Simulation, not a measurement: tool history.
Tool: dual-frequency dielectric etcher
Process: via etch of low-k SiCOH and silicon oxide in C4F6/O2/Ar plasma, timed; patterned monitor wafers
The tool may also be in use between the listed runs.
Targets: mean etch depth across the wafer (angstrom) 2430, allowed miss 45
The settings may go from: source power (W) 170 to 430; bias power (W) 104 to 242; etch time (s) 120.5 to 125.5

| run | hour | source power (W) | bias power (W) | etch time (s) | mean etch depth across the wafer (angstrom) |
|---|---|---|---|---|---|
| 1 | 0 | 300 | 173 | 120.5 | 3031.4 |
| 2 | 4.1 | 280 | 167 | 120.5 | 2894.4 |
| 3 | 6.3 | 260 | 165 | 120.5 | 2815.9 |
| 4 | 7.7 | 260 | 165 | 120.5 | 2816 |
| 5 | 14.9 | 260 | 165 | 125.5 | 2902.2 |
| 6 | 20.3 | 230 | 165 | 125.5 | 2781.3 |
| 7 | 28.4 | 220 | 162 | 125.5 | 2687.3 |
| 8 | 31.9 | 170 | 150 | 125 | 2325.2 |
| 9 | 36.5 | 170 | 150 | 125 | 2331.9 |

Which of these 4 next moves meets every target?
| A | 41.1 | 200 | 153 | 125.5 | ? |
| B | 41.1 | 170 | 164 | 125.5 | ? |
| C | 41.1 | 170 | 162 | 120.5 | ? |
| D | 41.1 | 170 | 156 | 122 | ? |

| move | mean etch depth across the wafer (angstrom) |
|---|---|
| A | 2500.8 |
| B | 2417.6 |
| C | 2307.7 |
| D | 2294.5 |
A: takes the result that was furthest off past its target
B: meets every target
C: further off than the last run
D: further off than the last run
The right move is B.
